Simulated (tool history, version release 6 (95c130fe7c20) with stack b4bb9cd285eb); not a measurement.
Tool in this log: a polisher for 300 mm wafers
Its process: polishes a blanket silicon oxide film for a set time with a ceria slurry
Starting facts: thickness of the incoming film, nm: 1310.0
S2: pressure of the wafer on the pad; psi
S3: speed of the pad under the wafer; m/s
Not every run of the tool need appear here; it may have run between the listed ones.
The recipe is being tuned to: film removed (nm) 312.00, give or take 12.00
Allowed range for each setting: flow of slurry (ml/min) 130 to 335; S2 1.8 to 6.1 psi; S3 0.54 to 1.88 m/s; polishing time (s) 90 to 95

Run 1, hour 0.0: flow of slurry (ml/min) 215, S2 3.9 psi, S3 1.20 m/s, polishing time (s) 90. Result: film removed (nm) 557.81.
Run 2, hour 7.7: flow of slurry (ml/min) 215, S2 3.6 psi, S3 1.20 m/s, polishing time (s) 90. Result: film removed (nm) 499.07.
Run 3, hour 11.2: flow of slurry (ml/min) 235, S2 3.6 psi, S3 1.20 m/s, polishing time (s) 90. Result: film removed (nm) 520.04.
Run 4, hour 16.0: flow of slurry (ml/min) 230, S2 3.4 psi, S3 1.20 m/s, polishing time (s) 90. Result: film removed (nm) 487.54.
Run 5, hour 24.1: flow of slurry (ml/min) 200, S2 3.4 psi, S3 1.20 m/s, polishing time (s) 90. Result: film removed (nm) 481.74.
Run 6, hour 31.3: flow of slurry (ml/min) 200, S2 3.2 psi, S3 1.20 m/s, polishing time (s) 90. Result: film removed (nm) 451.49.
Run 7, hour 37.9: flow of slurry (ml/min) 200, S2 3.0 psi, S3 1.20 m/s, polishing time (s) 90. Result: film removed (nm) 424.07.
Run 8, hour 42.9: flow of slurry (ml/min) 200, S2 2.9 psi, S3 1.20 m/s, polishing time (s) 90. Result: film removed (nm) 418.45.
Run 9, hour 49.5: flow of slurry (ml/min) 195, S2 1.8 psi, S3 1.16 m/s, polishing time (s) 90. Result: film removed (nm) 271.91.
Run 10, hour 57.6: flow of slurry (ml/min) 195, S2 1.9 psi, S3 1.16 m/s, polishing time (s) 90. Result: film removed (nm) 288.50.
Run 11, hour 59.3: flow of slurry (ml/min) 195, S2 2.0 psi, S3 1.16 m/s, polishing time (s) 90. Result: film removed (nm) 286.14.
Run 12, hour 67.8: flow of slurry (ml/min) 200, S2 2.4 psi, S3 1.16 m/s, polishing time (s) 90. Result: film removed (nm) 338.99.

5 next moves are on the table. One of them brings every result within its allowed miss. Which?
Run A, hour 76.3: flow of slurry (ml/min) 235, S2 2.3 psi, S3 1.22 m/s, polishing time (s) 90. Result: film removed (nm) ?.
Run B, hour 76.3: flow of slurry (ml/min) 185, S2 2.1 psi, S3 1.18 m/s, polishing time (s) 92. Result: film removed (nm) ?.
Run C, hour 76.3: flow of slurry (ml/min) 210, S2 2.5 psi, S3 1.10 m/s, polishing time (s) 90. Result: film removed (nm) ?.
Run D, hour 76.3: flow of slurry (ml/min) 155, S2 2.8 psi, S3 1.00 m/s, polishing time (s) 90. Result: film removed (nm) ?.
Run E, hour 76.3: flow of slurry (ml/min) 215, S2 2.2 psi, S3 1.24 m/s, polishing time (s) 91. Result: film removed (nm) ?.

move  film removed (nm)
   A             355.18
   B             316.75
   C             341.19
   D             331.14
   E             347.94
A: lands further from the targets than the last run did
B: every result lands within tolerance
C: lands further from the targets than the last run did
D: an improvement on the last run, though not all results are within tolerance
E: lands further from the targets than the last run did
Answer: B
